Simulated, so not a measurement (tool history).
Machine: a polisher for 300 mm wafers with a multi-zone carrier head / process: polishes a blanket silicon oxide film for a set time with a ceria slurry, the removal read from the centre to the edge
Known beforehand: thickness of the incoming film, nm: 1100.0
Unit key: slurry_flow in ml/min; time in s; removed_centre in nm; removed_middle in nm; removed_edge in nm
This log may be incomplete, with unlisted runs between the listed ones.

{"run": 1, "hour": 0.0, "slurry_flow": 290, "centre_zone": 1.0, "middle_zone": 1.0, "edge_zone": 1.0, "time": 58, "removed_centre": 203.39, "removed_middle": 204.61, "removed_edge": 210.41}
{"run": 2, "hour": 7.2, "slurry_flow": 285, "centre_zone": 0.95, "middle_zone": 1.01, "edge_zone": 0.96, "time": 56, "removed_centre": 181.71, "removed_middle": 199.42, "removed_edge": 197.62}
{"run": 3, "hour": 12.5, "slurry_flow": 285, "centre_zone": 0.95, "middle_zone": 1.01, "edge_zone": 0.93, "time": 56, "removed_centre": 184.11, "removed_middle": 196.7, "removed_edge": 196.39}
{"run": 4, "hour": 18.5, "slurry_flow": 285, "centre_zone": 0.98, "middle_zone": 1.01, "edge_zone": 0.93, "time": 56, "removed_centre": 190.65, "removed_middle": 199.86, "removed_edge": 196.08}
{"run": 5, "hour": 20.3, "slurry_flow": 235, "centre_zone": 0.98, "middle_zone": 1.01, "edge_zone": 0.93, "time": 56, "removed_centre": 185.21, "removed_middle": 192.42, "removed_edge": 192.37}
{"run": 6, "hour": 27.3, "slurry_flow": 185, "centre_zone": 0.98, "middle_zone": 1.01, "edge_zone": 0.93, "time": 56, "removed_centre": 174.08, "removed_middle": 182.48, "removed_edge": 189.59}
{"run": 7, "hour": 33.3, "slurry_flow": 190, "centre_zone": 0.96, "middle_zone": 1.03, "edge_zone": 0.9, "time": 55, "removed_centre": 169.31, "removed_middle": 183.98, "removed_edge": 182.92}

What does the tool deliver on the next run?
{"run": 8, "hour": 38.4, "slurry_flow": 190, "centre_zone": 0.86, "middle_zone": 1.08, "edge_zone": 0.85, "time": 53, "removed_centre": "?", "removed_middle": "?", "removed_edge": "?"}

removed_centre: 147.10 nm
removed_middle: 187.66 nm
removed_edge: 168.59 nm
